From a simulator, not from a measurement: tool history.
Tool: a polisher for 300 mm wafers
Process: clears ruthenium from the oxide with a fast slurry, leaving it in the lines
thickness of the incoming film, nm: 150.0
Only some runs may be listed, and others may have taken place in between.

| run | hour | flow of slurry (ml/min) | pressure of the wafer on the pad (psi) | speed of the pad under the wafer (m/s) | abrasive content of the slurry | overpolish time after the end point (s) | time until the end point was called (s) | dishing of a wide line in a test structure (nm) |
|---|---|---|---|---|---|---|---|---|
| 1 | 0 | 290 | 2.1 | 0.78 | 1 | 20 | 66.964 | 39.539 |
| 2 | 5 | 355 | 2.1 | 0.78 | 1 | 20 | 66.367 | 41.482 |
| 3 | 5.5 | 350 | 2.1 | 0.78 | 1 | 17 | 66.407 | 35.62 |
| 4 | 13.2 | 295 | 2.1 | 0.78 | 1 | 17 | 68.017 | 34.829 |
| 5 | 19.2 | 295 | 2.1 | 0.78 | 1 | 9 | 68.431 | 18.776 |
| 6 | 28 | 295 | 2.1 | 0.94 | 1 | 9 | 56.622 | 22.3 |

For run 7, what comes out?
| 7 | 30.9 | 300 | 2 | 0.94 | 1 | 10 | ? | ? |

Logged for run 7: time until the end point was called (s) 60.822, dishing of a wide line in a test structure (nm) 23.769.
